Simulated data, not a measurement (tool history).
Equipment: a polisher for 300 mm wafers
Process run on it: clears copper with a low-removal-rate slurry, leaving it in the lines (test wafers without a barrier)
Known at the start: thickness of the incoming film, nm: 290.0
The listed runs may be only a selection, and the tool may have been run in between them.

run,hour,flow of slurry (ml/min),pressure of the wafer on the pad (kPa),speed of the pad under the wafer (cm/s),abrasive content of the slurry,overpolish time after the end point (s),time until the end point was called (s),dishing of a wide line in a test structure (nm)
1,0.0,195,21.4,126,1.0,19,79.364,44.366
2,4.0,195,24.1,126,1.0,19,71.667,49.071
3,9.3,200,23.4,128,1.0,16,71.123,43.499
4,10.4,200,22.8,128,1.0,14,75.509,36.929
5,11.6,200,22.8,128,1.0,13,73.690,34.758
# hour 19.8: slurry nozzle cleaned
6,19.8,200,22.1,128,1.0,12,72.922,33.137

Run 7 has not been measured yet. What should we expect?
7,21.1,200,21.4,128,1.0,12,?,?

time until the end point was called (s): 74.963
dishing of a wide line in a test structure (nm): 32.594
